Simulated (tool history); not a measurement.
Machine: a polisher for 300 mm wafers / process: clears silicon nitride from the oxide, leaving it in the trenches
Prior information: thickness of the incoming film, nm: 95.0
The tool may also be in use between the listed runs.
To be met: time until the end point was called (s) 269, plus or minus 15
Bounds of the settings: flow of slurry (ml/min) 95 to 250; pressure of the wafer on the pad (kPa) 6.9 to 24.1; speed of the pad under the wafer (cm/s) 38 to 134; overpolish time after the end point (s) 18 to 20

run	day	flow of slurry (ml/min)	pressure of the wafer on the pad (kPa)	speed of the pad under the wafer (cm/s)	overpolish time after the end point (s)	time until the end point was called (s)
1	0	160	15.2	86	18	130.93
2	0.092	160	13.8	84	18	146.02
3	0.4	160	15.9	84	18	127.18
4	0.533	160	14.5	82	18	137.15
# day 0.746: head pressure recalibrated
5	0.746	160	14.5	70	18	164.5
6	0.867	135	14.5	70	18	173.31
7	1.233	130	13.8	70	18	176.36
8	1.417	130	12.4	70	18	205.91
9	1.6	130	11.7	70	18	215.83
10	1.838	130	8.3	68	18	299.64

Which of these 4 next moves meets every target?
A	2.075	130	7.6	64	18	?
B	2.075	115	7.6	72	18	?
C	2.075	135	9.7	68	18	?
D	2.075	120	10.3	52	18	?

move	time until the end point was called (s)
A	346.85
B	320.36
C	262.05
D	305.33
A: misses by more than the last run did
B: misses by more than the last run did
C: all results land within tolerance of their targets
D: misses by more than the last run did
So the answer is move C, the one that meets all the targets.
